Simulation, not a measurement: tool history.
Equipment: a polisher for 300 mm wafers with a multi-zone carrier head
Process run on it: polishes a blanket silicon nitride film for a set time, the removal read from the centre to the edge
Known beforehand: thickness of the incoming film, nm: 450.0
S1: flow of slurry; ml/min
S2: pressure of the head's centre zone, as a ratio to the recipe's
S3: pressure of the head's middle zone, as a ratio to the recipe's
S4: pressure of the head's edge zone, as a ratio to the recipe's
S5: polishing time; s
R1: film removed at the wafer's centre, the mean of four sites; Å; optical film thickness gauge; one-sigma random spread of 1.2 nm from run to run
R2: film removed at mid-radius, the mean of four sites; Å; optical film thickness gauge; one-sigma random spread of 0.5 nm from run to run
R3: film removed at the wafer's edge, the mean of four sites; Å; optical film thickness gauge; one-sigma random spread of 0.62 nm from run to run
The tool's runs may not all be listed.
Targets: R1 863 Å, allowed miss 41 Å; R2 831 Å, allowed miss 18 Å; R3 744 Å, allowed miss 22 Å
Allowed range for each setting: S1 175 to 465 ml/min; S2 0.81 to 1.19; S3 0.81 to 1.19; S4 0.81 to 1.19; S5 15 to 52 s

{"run": 1, "hour": 0.0, "S1": 295, "S2": 1, "S3": 1, "S4": 1, "S5": 33, "R1": 581.36, "R2": 594.18, "R3": 571.57}
{"run": 2, "hour": 3.5, "S1": 305, "S2": 1.03, "S3": 1.02, "S4": 1.02, "S5": 34, "R1": 612.79, "R2": 614.47, "R3": 601.05}
{"run": 3, "hour": 6.2, "S1": 255, "S2": 1.03, "S3": 1.02, "S4": 1.02, "S5": 34, "R1": 585.4, "R2": 611.8, "R3": 587.37}
{"run": 4, "hour": 11.0, "S1": 255, "S2": 1.03, "S3": 1.08, "S4": 1.02, "S5": 34, "R1": 580.68, "R2": 632.09, "R3": 584.48}
{"run": 5, "hour": 19.2, "S1": 255, "S2": 1.08, "S3": 1.08, "S4": 1.02, "S5": 34, "R1": 611.15, "R2": 629.37, "R3": 584.87}
{"run": 6, "hour": 22.9, "S1": 255, "S2": 1.08, "S3": 1.16, "S4": 1.02, "S5": 34, "R1": 619.47, "R2": 668.63, "R3": 592.19}
{"run": 7, "hour": 31.8, "S1": 275, "S2": 1.09, "S3": 1.16, "S4": 1.02, "S5": 35, "R1": 637.36, "R2": 698.34, "R3": 599.17}
{"run": 8, "hour": 32.7, "S1": 285, "S2": 1.11, "S3": 1.15, "S4": 1.03, "S5": 36, "R1": 657.29, "R2": 695.88, "R3": 635.68}
{"run": 9, "hour": 38.6, "S1": 295, "S2": 1.12, "S3": 1.15, "S4": 1.01, "S5": 37, "R1": 705.29, "R2": 719.59, "R3": 651.49}
{"run": 10, "hour": 40.6, "S1": 305, "S2": 1.13, "S3": 1.16, "S4": 1, "S5": 38, "R1": 729.64, "R2": 759.28, "R3": 659.57}
{"run": 11, "hour": 45.8, "S1": 315, "S2": 1.14, "S3": 1.16, "S4": 1, "S5": 39, "R1": 753.58, "R2": 777.09, "R3": 676.68}
{"run": 12, "hour": 46.7, "S1": 320, "S2": 1.15, "S3": 1.16, "S4": 1, "S5": 39, "R1": 765.57, "R2": 769.84, "R3": 668.33}
{"run": 13, "hour": 51.1, "S1": 320, "S2": 1.15, "S3": 1.16, "S4": 1, "S5": 39, "R1": 752.69, "R2": 785.91, "R3": 676.26}
{"run": 14, "hour": 58.3, "S1": 320, "S2": 1.16, "S3": 1.15, "S4": 1, "S5": 40, "R1": 781.16, "R2": 793.47, "R3": 698.37}
{"run": 15, "hour": 64.4, "S1": 330, "S2": 1.16, "S3": 1.15, "S4": 1, "S5": 40, "R1": 795.97, "R2": 794.37, "R3": 702.32}
{"run": 16, "hour": 67.9, "S1": 340, "S2": 1.16, "S3": 1.15, "S4": 1, "S5": 40, "R1": 774.68, "R2": 803.1, "R3": 690.61}
{"run": 17, "hour": 75.5, "S1": 330, "S2": 1.16, "S3": 1.15, "S4": 1, "S5": 40, "R1": 796.46, "R2": 798.48, "R3": 695.44}
{"run": 18, "hour": 81.9, "S1": 340, "S2": 1.18, "S3": 1.14, "S4": 1.01, "S5": 41, "R1": 820.6, "R2": 805.26, "R3": 713.35}

Below are 5 possible settings for the next run. Only one of them brings all results inside the allowed miss of their targets. Which is it?
{"run": "A", "hour": 88.3, "S1": 360, "S2": 1.05, "S3": 1.17, "S4": 1.06, "S5": 41, "R1": "?", "R2": "?", "R3": "?"}
{"run": "B", "hour": 88.3, "S1": 260, "S2": 1.07, "S3": 1.15, "S4": 1.03, "S5": 43, "R1": "?", "R2": "?", "R3": "?"}
{"run": "C", "hour": 88.3, "S1": 385, "S2": 1.03, "S3": 1.19, "S4": 1.08, "S5": 40, "R1": "?", "R2": "?", "R3": "?"}
{"run": "D", "hour": 88.3, "S1": 295, "S2": 1.19, "S3": 1.13, "S4": 1.01, "S5": 43, "R1": "?", "R2": "?", "R3": "?"}
{"run": "E", "hour": 88.3, "S1": 330, "S2": 1.18, "S3": 1.18, "S4": 0.97, "S5": 43, "R1": "?", "R2": "?", "R3": "?"}

move=A R1=762.02 R2=830.7 R3=728.68
move=B R1=781.24 R2=832.51 R3=734.88
move=C R1=737.5 R2=824.89 R3=720.45
move=D R1=859.56 R2=833.68 R3=735.96
move=E R1=864.83 R2=869.49 R3=727.54
A: meets the target for the result that was furthest off, but another lies outside its allowed miss
B: meets the target for the result that was furthest off, but another lies outside its allowed miss
C: meets the target for the result that was furthest off, but another lies outside its allowed miss
D: every result within its allowed miss
E: takes the result that was furthest off past its target
So the answer is move D, the one that meets all the targets.
